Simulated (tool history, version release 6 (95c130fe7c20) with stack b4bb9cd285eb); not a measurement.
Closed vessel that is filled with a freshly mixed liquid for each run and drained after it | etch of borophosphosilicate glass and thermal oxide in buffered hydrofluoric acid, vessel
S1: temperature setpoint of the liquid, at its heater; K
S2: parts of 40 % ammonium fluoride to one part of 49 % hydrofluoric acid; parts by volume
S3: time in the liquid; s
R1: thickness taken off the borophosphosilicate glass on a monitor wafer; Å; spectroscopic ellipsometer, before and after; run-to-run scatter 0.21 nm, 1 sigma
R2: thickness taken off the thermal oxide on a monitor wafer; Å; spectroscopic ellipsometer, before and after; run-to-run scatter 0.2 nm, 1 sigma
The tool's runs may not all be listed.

run    day      S1    S2  S3      R1      R2
  1  0.000  293.15  11.5  60  777.12  466.87
  2  0.279  293.15   9.0  60  958.07  581.72
  3  0.546  292.15  12.0  60  707.58  423.72
  4  0.583  292.15   9.0  60  892.88  541.31
  5  0.788  291.65  12.0  60  678.16  414.83
  6  1.171  291.15  14.0  60  573.72  342.21
  7  1.283  290.65  15.5  60  499.22  308.99
  8  1.596  290.65  17.5  45  332.26  199.22

Estimate the outcome of run 9 from the log above:
  9  1.775  291.15  17.5  45   ?   ?

Run 9 measured R1 339.41 Å, R2 210.80 Å.
